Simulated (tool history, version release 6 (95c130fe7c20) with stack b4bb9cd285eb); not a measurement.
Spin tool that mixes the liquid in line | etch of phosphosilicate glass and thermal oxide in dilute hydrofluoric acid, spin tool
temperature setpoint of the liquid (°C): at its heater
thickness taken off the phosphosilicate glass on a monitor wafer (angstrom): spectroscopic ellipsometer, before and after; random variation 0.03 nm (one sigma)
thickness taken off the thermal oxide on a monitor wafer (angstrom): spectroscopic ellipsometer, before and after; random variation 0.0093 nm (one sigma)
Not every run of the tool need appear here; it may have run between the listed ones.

run,hour,temperature setpoint of the liquid (°C),parts of water to one part of 49 % hydrofluoric acid (parts by volume),time under the liquid (s),thickness taken off the phosphosilicate glass on a monitor wafer (angstrom),thickness taken off the thermal oxide on a monitor wafer (angstrom)
1,0.0,22.0,290,55,271.48,7.8531
2,1.0,24.5,290,55,295.84,8.8310
3,2.8,24.5,345,55,235.77,6.9560
4,10.1,24.5,300,55,280.99,7.2121
5,11.4,22.0,300,55,258.67,6.3066
6,12.8,22.5,355,45,172.80,4.8047
7,19.7,21.5,395,45,145.08,3.9888

The next listed run, before its measurement:
8,24.5,20.5,425,40,?,?

thickness taken off the phosphosilicate glass on a monitor wafer (angstrom): 112.88
thickness taken off the thermal oxide on a monitor wafer (angstrom): 2.8237

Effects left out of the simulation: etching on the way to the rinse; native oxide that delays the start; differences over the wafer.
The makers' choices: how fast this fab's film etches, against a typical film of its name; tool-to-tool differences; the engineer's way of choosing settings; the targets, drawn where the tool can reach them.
